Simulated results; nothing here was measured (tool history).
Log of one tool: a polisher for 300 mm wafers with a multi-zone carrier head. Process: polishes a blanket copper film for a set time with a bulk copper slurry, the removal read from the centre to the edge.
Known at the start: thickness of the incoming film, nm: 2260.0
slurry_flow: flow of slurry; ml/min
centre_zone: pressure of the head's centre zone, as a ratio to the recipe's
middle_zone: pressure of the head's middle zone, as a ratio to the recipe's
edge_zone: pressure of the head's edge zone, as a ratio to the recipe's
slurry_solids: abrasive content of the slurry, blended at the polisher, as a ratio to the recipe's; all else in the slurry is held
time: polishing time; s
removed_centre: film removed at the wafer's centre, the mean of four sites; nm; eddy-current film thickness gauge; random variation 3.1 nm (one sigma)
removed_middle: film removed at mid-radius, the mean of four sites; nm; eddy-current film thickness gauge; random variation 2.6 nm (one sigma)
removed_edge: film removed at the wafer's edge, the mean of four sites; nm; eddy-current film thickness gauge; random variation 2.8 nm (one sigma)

{"run": 1, "day": 0.0, "slurry_flow": 190, "centre_zone": 1, "middle_zone": 1, "edge_zone": 1, "slurry_solids": 1, "time": 33, "removed_centre": 331.56, "removed_middle": 343.02, "removed_edge": 341.44}
{"run": 2, "day": 0.179, "slurry_flow": 185, "centre_zone": 1, "middle_zone": 0.97, "edge_zone": 0.97, "slurry_solids": 0.85, "time": 32, "removed_centre": 316.99, "removed_middle": 306.31, "removed_edge": 310.91}
{"run": 3, "day": 0.229, "slurry_flow": 185, "centre_zone": 0.93, "middle_zone": 0.97, "edge_zone": 0.97, "slurry_solids": 0.85, "time": 32, "removed_centre": 293.15, "removed_middle": 310.72, "removed_edge": 314.97}
{"run": 4, "day": 0.262, "slurry_flow": 185, "centre_zone": 0.9, "middle_zone": 0.97, "edge_zone": 0.97, "slurry_solids": 0.85, "time": 32, "removed_centre": 282.45, "removed_middle": 314.71, "removed_edge": 309.83}
{"run": 5, "day": 0.458, "slurry_flow": 185, "centre_zone": 0.9, "middle_zone": 0.97, "edge_zone": 0.97, "slurry_solids": 0.85, "time": 38, "removed_centre": 335.39, "removed_middle": 362.48, "removed_edge": 365.53}
{"run": 6, "day": 0.688, "slurry_flow": 185, "centre_zone": 0.9, "middle_zone": 0.97, "edge_zone": 0.97, "slurry_solids": 0.85, "time": 29, "removed_centre": 254.39, "removed_middle": 277.14, "removed_edge": 282.3}
{"run": 7, "day": 0.896, "slurry_flow": 180, "centre_zone": 0.91, "middle_zone": 0.95, "edge_zone": 0.94, "slurry_solids": 0.8, "time": 29, "removed_centre": 260.19, "removed_middle": 270.88, "removed_edge": 276.95}

Run 8 comes next. What will it give?
{"run": 8, "day": 1.075, "slurry_flow": 175, "centre_zone": 0.92, "middle_zone": 0.94, "edge_zone": 0.91, "slurry_solids": 0.75, "time": 29, "removed_centre": "?", "removed_middle": "?", "removed_edge": "?"}

{"run 8": {"removed_centre": 251.29, "removed_middle": 264.05, "removed_edge": 270.23}}
